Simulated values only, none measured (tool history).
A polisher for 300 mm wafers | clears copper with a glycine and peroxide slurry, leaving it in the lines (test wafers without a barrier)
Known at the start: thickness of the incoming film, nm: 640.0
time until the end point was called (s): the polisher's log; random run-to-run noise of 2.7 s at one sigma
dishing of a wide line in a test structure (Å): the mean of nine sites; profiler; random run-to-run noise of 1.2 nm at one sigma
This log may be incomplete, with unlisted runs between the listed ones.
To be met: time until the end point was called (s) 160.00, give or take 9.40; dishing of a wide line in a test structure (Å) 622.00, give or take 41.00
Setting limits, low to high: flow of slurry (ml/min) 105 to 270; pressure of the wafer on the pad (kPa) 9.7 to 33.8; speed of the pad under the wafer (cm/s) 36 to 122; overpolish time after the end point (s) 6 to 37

run  hour  flow of slurry (ml/min)  pressure of the wafer on the pad (kPa)  speed of the pad under the wafer (cm/s)  overpolish time after the end point (s)  time until the end point was called (s)  dishing of a wide line in a test structure (Å)
  1   0.0                      175                                    21.4                                       78                                       19                                   103.73                                          722.28
  2   2.9                      175                                    21.4                                       84                                       19                                   101.12                                          752.87
  3  10.2                      175                                    21.4                                       84                                       26                                   101.54                                          990.90
  4  18.4                      175                                    17.9                                       82                                       25                                   117.89                                          811.32
  5  23.5                      175                                    14.5                                       82                                       25                                   140.46                                          686.21
  6  31.5                      175                                    14.5                                       82                                       19                                   139.07                                          593.57
  7  40.3                      175                                    13.8                                       82                                       20                                   139.45                                          588.14
  8  48.8                      175                                    13.1                                       82                                       22                                   147.93                                          608.71

Exactly one of the 4 candidate moves below puts every result within its allowed miss. Which one?
  A  57.3                      170                                    13.8                                       82                                       20                                        ?                                               ?
  B  57.3                      165                                    11.0                                       88                                       25                                        ?                                               ?
  C  57.3                      175                                    13.8                                       88                                       24                                        ?                                               ?
  D  57.3                      175                                    11.7                                       70                                       27                                        ?                                               ?

move  time until the end point was called (s)  dishing of a wide line in a test structure (Å)
   A                                   142.63                                          584.15
   B                                   159.87                                          630.25
   C                                   134.80                                          706.27
   D                                   177.90                                          624.07
A: the biggest miss grows against the last run
B: hits every target within its allowed miss
C: the biggest miss grows against the last run
D: moves the result that the last run missed by most past its target, out the other side
Go with B: it meets all targets.

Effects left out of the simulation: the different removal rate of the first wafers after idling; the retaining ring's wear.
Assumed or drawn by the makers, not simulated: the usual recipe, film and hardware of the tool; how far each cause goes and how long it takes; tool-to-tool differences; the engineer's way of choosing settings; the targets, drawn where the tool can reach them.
